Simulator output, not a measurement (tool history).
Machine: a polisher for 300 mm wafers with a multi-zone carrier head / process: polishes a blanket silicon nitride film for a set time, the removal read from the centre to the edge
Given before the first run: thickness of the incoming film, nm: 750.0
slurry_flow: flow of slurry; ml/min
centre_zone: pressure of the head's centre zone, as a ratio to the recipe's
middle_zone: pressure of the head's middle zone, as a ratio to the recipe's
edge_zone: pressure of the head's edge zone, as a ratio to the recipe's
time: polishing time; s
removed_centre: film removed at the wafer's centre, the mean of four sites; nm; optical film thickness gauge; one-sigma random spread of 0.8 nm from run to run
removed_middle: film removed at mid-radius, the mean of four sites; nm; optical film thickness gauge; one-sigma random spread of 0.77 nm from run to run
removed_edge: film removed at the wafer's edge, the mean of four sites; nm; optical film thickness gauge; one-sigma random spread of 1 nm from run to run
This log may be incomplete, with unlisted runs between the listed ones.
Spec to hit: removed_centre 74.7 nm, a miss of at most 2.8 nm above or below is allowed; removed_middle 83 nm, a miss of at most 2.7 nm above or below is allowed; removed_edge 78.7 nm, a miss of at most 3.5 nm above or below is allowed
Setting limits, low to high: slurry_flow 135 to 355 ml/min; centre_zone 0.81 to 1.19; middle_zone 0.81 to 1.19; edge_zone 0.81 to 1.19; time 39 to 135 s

run 1 hour=0 | slurry_flow=225 centre_zone=1 middle_zone=1 edge_zone=1 time=87 | removed_centre=133.43 removed_middle=134.55 removed_edge=130.1
run 2 hour=8.1 | slurry_flow=220 centre_zone=0.97 middle_zone=0.99 edge_zone=0.97 time=77 | removed_centre=113.83 removed_middle=120.14 removed_edge=116.76
run 3 hour=9.3 | slurry_flow=220 centre_zone=0.97 middle_zone=0.99 edge_zone=0.97 time=98 | removed_centre=146.78 removed_middle=153.38 removed_edge=147.14
run 4 hour=12.1 | slurry_flow=220 centre_zone=0.97 middle_zone=0.96 edge_zone=0.97 time=98 | removed_centre=145.64 removed_middle=148.69 removed_edge=148.42
run 5 hour=16.9 | slurry_flow=220 centre_zone=0.96 middle_zone=0.97 edge_zone=0.95 time=84 | removed_centre=121.74 removed_middle=127.81 removed_edge=124.22
run 6 hour=25.3 | slurry_flow=220 centre_zone=0.96 middle_zone=1.05 edge_zone=0.95 time=84 | removed_centre=123.59 removed_middle=136.41 removed_edge=124.03
run 7 hour=27.4 | slurry_flow=220 centre_zone=0.95 middle_zone=1.03 edge_zone=0.94 time=74 | removed_centre=106.65 removed_middle=118.71 removed_edge=110.77
run 8 hour=36.4 | slurry_flow=220 centre_zone=0.95 middle_zone=1.02 edge_zone=0.92 time=66 | removed_centre=95.095 removed_middle=104.51 removed_edge=95.796
run 9 hour=43.1 | slurry_flow=215 centre_zone=0.93 middle_zone=1 edge_zone=0.9 time=63 | removed_centre=89.213 removed_middle=97.853 removed_edge=92.532
run 10 hour=49.7 | slurry_flow=215 centre_zone=0.92 middle_zone=0.99 edge_zone=0.88 time=61 | removed_centre=84.615 removed_middle=93.66 removed_edge=86.526
run 11 hour=50.7 | slurry_flow=210 centre_zone=0.9 middle_zone=0.97 edge_zone=0.86 time=61 | removed_centre=85.02 removed_middle=92.304 removed_edge=87.465
run 12 hour=59 | slurry_flow=210 centre_zone=0.9 middle_zone=0.97 edge_zone=0.86 time=61 | removed_centre=84.025 removed_middle=91.991 removed_edge=88.219
run 13 hour=63.8 | slurry_flow=210 centre_zone=0.9 middle_zone=0.97 edge_zone=0.85 time=59 | removed_centre=80.321 removed_middle=90.404 removed_edge=84.96
run 14 hour=71 | slurry_flow=205 centre_zone=0.9 middle_zone=0.96 edge_zone=0.84 time=58 | removed_centre=80.094 removed_middle=86.816 removed_edge=82.89

Which one of the following 4 next-run settings gets every result inside its allowed miss? There is exactly one.
run A hour=78.2 | slurry_flow=245 centre_zone=0.88 middle_zone=0.96 edge_zone=0.85 time=55 | removed_centre=? removed_middle=? removed_edge=?
run B hour=78.2 | slurry_flow=230 centre_zone=0.89 middle_zone=1 edge_zone=0.81 time=59 | removed_centre=? removed_middle=? removed_edge=?
run C hour=78.2 | slurry_flow=135 centre_zone=0.83 middle_zone=0.95 edge_zone=0.87 time=61 | removed_centre=? removed_middle=? removed_edge=?
run D hour=78.2 | slurry_flow=225 centre_zone=0.95 middle_zone=0.96 edge_zone=0.85 time=55 | removed_centre=? removed_middle=? removed_edge=?

move=A removed_centre=74.449 removed_middle=83.507 removed_edge=78.895
move=B removed_centre=80.247 removed_middle=92.185 removed_edge=82.669
move=C removed_centre=73.094 removed_middle=86.566 removed_edge=84.567
move=D removed_centre=79.44 removed_middle=82.837 removed_edge=78.442
A: all results land within tolerance of their targets
B: moves away from the targets compared with the last run
C: the worst result of the last run now meets its target, but another is out of spec
D: nearer than the last run, and not there yet
A meets every target.

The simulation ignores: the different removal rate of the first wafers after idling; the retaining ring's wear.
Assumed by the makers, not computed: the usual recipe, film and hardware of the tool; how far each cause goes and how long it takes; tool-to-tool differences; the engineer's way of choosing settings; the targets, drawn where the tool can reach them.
